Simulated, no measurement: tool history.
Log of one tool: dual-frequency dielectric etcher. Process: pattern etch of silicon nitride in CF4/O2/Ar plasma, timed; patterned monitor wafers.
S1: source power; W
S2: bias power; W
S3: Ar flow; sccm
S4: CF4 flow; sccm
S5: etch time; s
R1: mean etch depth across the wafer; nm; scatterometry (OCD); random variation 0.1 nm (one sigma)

| run | day | S1 | S2 | S3 | S4 | S5 | R1 |
|---|---|---|---|---|---|---|---|
| 1 | 0 | 470 | 45 | 133 | 93 | 12 | 17.897 |
| 2 | 0.271 | 410 | 45 | 133 | 93 | 12 | 16.311 |
| 3 | 0.567 | 430 | 45 | 133 | 93 | 12 | 16.86 |
| 4 | 0.867 | 430 | 45 | 133 | 106 | 12 | 17.236 |
| 5 | 1.183 | 430 | 50 | 133 | 106 | 12 | 17.703 |
| 6 | 1.292 | 390 | 50 | 133 | 106 | 12 | 16.731 |
| 7 | 1.521 | 410 | 50 | 133 | 106 | 12 | 17.202 |
| 8 | 1.75 | 430 | 50 | 133 | 106 | 12 | 17.641 |

The next listed run, before its measurement:
| 9 | 1.888 | 440 | 50 | 133 | 106 | 12 | ? |

R1: 18.009 nm
